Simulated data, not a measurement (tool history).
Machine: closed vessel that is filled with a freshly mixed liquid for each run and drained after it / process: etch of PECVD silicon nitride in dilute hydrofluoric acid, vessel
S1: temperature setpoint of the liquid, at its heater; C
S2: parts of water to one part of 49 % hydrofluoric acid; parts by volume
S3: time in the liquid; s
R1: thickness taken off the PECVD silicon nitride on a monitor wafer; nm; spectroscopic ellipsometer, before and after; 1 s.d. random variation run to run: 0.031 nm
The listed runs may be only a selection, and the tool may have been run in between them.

run 1 day=0 | S1=24 S2=290 S3=360 | R1=4.1693
run 2 day=0.371 | S1=22.5 S2=290 S3=360 | R1=3.7973
run 3 day=0.671 | S1=22.5 S2=290 S3=270 | R1=2.8721
run 4 day=0.812 | S1=22.5 S2=200 S3=270 | R1=4.0347
run 5 day=0.9 | S1=22.5 S2=200 S3=270 | R1=4.0898
run 6 day=1.017 | S1=22.5 S2=285 S3=270 | R1=2.9343

Run 7 is up next; what results do you expect?
run 7 day=1.125 | S1=23 S2=285 S3=270 | R1=?

{"run 7": {"R1": 2.9707}}
